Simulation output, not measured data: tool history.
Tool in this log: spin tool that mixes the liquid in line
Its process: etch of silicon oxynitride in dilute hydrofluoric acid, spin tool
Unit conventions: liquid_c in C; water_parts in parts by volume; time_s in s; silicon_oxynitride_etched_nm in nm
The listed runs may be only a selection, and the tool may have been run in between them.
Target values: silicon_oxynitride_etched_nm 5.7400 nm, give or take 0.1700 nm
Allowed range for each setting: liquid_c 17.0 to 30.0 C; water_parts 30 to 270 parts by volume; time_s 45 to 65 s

run 1 hour=0.0 | liquid_c=22.0 water_parts=150 time_s=65 | silicon_oxynitride_etched_nm=1.7059
run 2 hour=1.0 | liquid_c=22.0 water_parts=185 time_s=65 | silicon_oxynitride_etched_nm=1.3630
run 3 hour=7.3 | liquid_c=22.0 water_parts=185 time_s=65 | silicon_oxynitride_etched_nm=1.3585
run 4 hour=15.9 | liquid_c=23.0 water_parts=165 time_s=65 | silicon_oxynitride_etched_nm=1.6288
run 5 hour=19.3 | liquid_c=25.0 water_parts=165 time_s=65 | silicon_oxynitride_etched_nm=1.7720
run 6 hour=25.7 | liquid_c=25.5 water_parts=145 time_s=65 | silicon_oxynitride_etched_nm=2.1207
run 7 hour=27.6 | liquid_c=26.0 water_parts=130 time_s=65 | silicon_oxynitride_etched_nm=2.4368
run 8 hour=36.1 | liquid_c=26.5 water_parts=115 time_s=65 | silicon_oxynitride_etched_nm=2.8381
run 9 hour=40.7 | liquid_c=27.0 water_parts=105 time_s=65 | silicon_oxynitride_etched_nm=3.2381
run 10 hour=45.0 | liquid_c=27.5 water_parts=100 time_s=65 | silicon_oxynitride_etched_nm=3.5059
run 11 hour=51.6 | liquid_c=28.0 water_parts=95 time_s=65 | silicon_oxynitride_etched_nm=3.7628
run 12 hour=59.4 | liquid_c=30.0 water_parts=45 time_s=65 | silicon_oxynitride_etched_nm=9.0867
run 13 hour=67.4 | liquid_c=29.0 water_parts=45 time_s=65 | silicon_oxynitride_etched_nm=8.7289
run 14 hour=71.0 | liquid_c=27.5 water_parts=45 time_s=65 | silicon_oxynitride_etched_nm=8.1549
run 15 hour=72.3 | liquid_c=26.5 water_parts=45 time_s=65 | silicon_oxynitride_etched_nm=7.7861
run 16 hour=77.6 | liquid_c=26.5 water_parts=45 time_s=65 | silicon_oxynitride_etched_nm=7.6973

4 next moves are on the table. One of them brings every result within its allowed miss. Which?
run A hour=82.9 | liquid_c=30.0 water_parts=30 time_s=60 | silicon_oxynitride_etched_nm=?
run B hour=82.9 | liquid_c=26.5 water_parts=60 time_s=65 | silicon_oxynitride_etched_nm=?
run C hour=82.9 | liquid_c=24.5 water_parts=30 time_s=65 | silicon_oxynitride_etched_nm=?
run D hour=82.9 | liquid_c=26.0 water_parts=55 time_s=65 | silicon_oxynitride_etched_nm=?

move=A silicon_oxynitride_etched_nm=12.7890
move=B silicon_oxynitride_etched_nm=5.7068
move=C silicon_oxynitride_etched_nm=10.6210
move=D silicon_oxynitride_etched_nm=6.1066
A: misses by more than the last run did
B: hits every target within its allowed miss
C: misses by more than the last run did
D: moves toward the targets from the last run without getting all of them in spec
So the answer is move B, the one that meets all the targets.
